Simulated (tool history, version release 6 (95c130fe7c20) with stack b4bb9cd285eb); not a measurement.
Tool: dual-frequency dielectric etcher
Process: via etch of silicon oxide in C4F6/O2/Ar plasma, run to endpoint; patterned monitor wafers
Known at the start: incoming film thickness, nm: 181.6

run,hour,bias power (W),source power (W),Ar flow (sccm),endpoint time (s)
1,0.0,542,350,250,43.574
2,5.9,620,350,250,42.095
3,8.7,620,410,250,40.710
4,17.3,693,410,250,38.937
5,21.9,616,410,250,40.761
6,24.9,668,410,250,38.961
7,31.1,689,420,248,38.752

Forecast run 8:
8,36.7,709,430,245,?

endpoint time (s): 38.305
